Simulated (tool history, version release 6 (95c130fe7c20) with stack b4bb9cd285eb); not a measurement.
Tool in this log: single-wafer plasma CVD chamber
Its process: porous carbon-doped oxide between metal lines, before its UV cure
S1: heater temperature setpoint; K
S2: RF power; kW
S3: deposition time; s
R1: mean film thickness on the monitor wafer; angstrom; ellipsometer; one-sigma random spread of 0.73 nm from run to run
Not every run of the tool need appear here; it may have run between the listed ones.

run,hour,S1,S2,S3,R1
1,0.0,593.15,0.635,39.8,2205.7
2,2.9,594.15,0.635,39.8,2204.0
3,6.1,595.15,0.635,39.8,2185.2
4,12.5,596.15,0.635,39.8,2177.0
5,18.4,596.15,0.700,39.8,2302.2
6,19.8,598.15,0.695,39.8,2252.4
7,27.0,599.15,0.695,39.8,2232.9
8,30.1,600.15,0.695,39.8,2227.1
9,31.7,600.15,0.695,39.8,2232.9
10,37.2,601.15,0.695,39.8,2232.3
11,40.9,602.15,0.690,39.8,2206.1
12,44.8,603.15,0.685,39.8,2182.6
13,52.5,603.15,0.685,39.8,2196.2
14,61.5,604.15,0.680,39.8,2165.1

For run 15, what comes out?
15,66.8,605.15,0.680,39.8,?

R1: 2162.7 angstrom
